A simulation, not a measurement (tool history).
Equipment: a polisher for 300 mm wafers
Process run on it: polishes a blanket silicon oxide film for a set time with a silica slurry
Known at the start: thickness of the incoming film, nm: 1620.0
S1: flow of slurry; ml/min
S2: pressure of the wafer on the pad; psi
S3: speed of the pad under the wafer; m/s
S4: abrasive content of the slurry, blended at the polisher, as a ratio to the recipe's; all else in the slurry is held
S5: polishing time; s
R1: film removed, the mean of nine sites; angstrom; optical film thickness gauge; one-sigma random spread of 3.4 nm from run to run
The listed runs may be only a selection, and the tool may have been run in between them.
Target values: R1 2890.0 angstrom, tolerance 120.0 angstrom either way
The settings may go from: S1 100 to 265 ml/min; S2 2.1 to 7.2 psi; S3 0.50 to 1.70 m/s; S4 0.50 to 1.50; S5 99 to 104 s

run,hour,S1,S2,S3,S4,S5,R1
1,0.0,170,4.6,1.10,1.00,99,3579.0
2,4.9,170,4.6,1.22,1.00,99,3814.5
3,10.1,150,4.6,1.22,1.00,99,3789.4
4,16.3,120,4.6,1.22,1.00,99,3768.4
5,24.2,120,4.6,1.22,0.85,99,3512.3
6,33.1,120,4.6,1.22,0.65,99,3260.5
7,40.3,120,4.5,1.22,0.65,99,3187.8
8,45.0,120,4.4,1.22,0.65,99,3017.1

Next run, 4 choices. One meets every target within its allowed miss, the rest don't. Which?
A,49.7,100,4.9,1.06,0.60,99,?
B,49.7,155,4.7,1.34,0.50,100,?
C,49.7,120,4.3,1.08,0.80,104,?
D,49.7,100,4.7,1.08,0.75,104,?

move,R1
A,2880.7
B,3316.4
C,3120.8
D,3219.4
A: every result lands within tolerance
B: its largest miss is bigger than the last run's
C: its largest miss is bigger than the last run's
D: its largest miss is bigger than the last run's
Move A is the one to make.
